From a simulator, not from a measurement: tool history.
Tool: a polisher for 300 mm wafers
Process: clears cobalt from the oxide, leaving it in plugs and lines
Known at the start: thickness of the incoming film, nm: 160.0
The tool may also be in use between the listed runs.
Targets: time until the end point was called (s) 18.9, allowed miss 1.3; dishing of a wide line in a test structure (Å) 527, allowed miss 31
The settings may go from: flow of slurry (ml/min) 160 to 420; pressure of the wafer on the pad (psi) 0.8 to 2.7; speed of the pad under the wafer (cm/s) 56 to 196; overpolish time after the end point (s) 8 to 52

run	hour	flow of slurry (ml/min)	pressure of the wafer on the pad (psi)	speed of the pad under the wafer (cm/s)	overpolish time after the end point (s)	time until the end point was called (s)	dishing of a wide line in a test structure (Å)
1	0	270	1.7	126	26	29.277	521.61
2	8.6	270	1.7	96	26	34.832	505.72
3	9.3	270	2	96	26	30.92	499.28
4	12	270	2.2	104	26	26.747	531.36
5	19.3	270	2.2	104	37	26.416	573.81
6	26.7	270	2	104	37	28.336	556.96
7	29.6	270	2.2	110	31	26.181	555.47
8	37.9	275	2.3	118	25	24.116	541.06

5 next moves are on the table. One of them brings every result within its allowed miss. Which?
A	46.2	355	1.8	86	50	?	?
B	46.2	305	2.7	158	18	?	?
C	46.2	285	2.5	116	22	?	?
D	46.2	250	2.2	142	21	?	?
E	46.2	310	2.7	132	17	?	?

move	time until the end point was called (s)	dishing of a wide line in a test structure (Å)
A	34.184	548.93
B	16.121	525.96
C	21.841	517.11
D	21.098	515.6
E	18.486	506
A: further off than the last run
B: takes the result that was furthest off past its target
C: nearer than the last run, and not there yet
D: nearer than the last run, and not there yet
E: meets every target
Move E is the one to make.

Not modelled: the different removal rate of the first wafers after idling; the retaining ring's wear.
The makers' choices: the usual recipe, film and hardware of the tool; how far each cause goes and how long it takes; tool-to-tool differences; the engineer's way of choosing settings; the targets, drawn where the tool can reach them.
